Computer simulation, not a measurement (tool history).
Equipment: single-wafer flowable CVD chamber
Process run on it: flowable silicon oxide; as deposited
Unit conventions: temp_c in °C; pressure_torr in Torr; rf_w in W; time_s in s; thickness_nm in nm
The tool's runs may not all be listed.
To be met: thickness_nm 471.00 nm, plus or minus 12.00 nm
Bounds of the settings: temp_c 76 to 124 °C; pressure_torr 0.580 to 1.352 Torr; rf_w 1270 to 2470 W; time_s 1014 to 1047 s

run	hour	temp_c	pressure_torr	rf_w	time_s	thickness_nm
1	0.0	100	0.966	1870	1014	805.99
2	3.1	104	0.965	1870	1014	713.30
3	7.2	107	0.964	1870	1014	654.04
4	14.4	109	0.963	1870	1014	611.37
5	19.8	111	0.962	1870	1014	584.49
6	25.3	113	0.961	1870	1014	552.13
7	29.2	114	0.961	1870	1014	534.71
8	30.9	115	0.961	1870	1014	523.20
9	38.5	116	0.961	1870	1014	511.64
10	46.6	117	0.961	1870	1014	495.89

Consider the 4 candidate settings below. Which is the only one whose results all fall within their allowed miss of target?
A	54.7	119	0.904	1840	1014	?
B	54.7	113	0.823	1470	1014	?
C	54.7	113	0.759	2305	1042	?
D	54.7	118	0.972	1875	1035	?

move	thickness_nm
A	438.03
B	438.60
C	468.21
D	494.79
A: takes the biggest miss from the last run beyond its target
B: takes the biggest miss from the last run beyond its target
C: hits every target within its allowed miss
D: roughly where the last run was
C is the move that brings every result within its allowed miss.
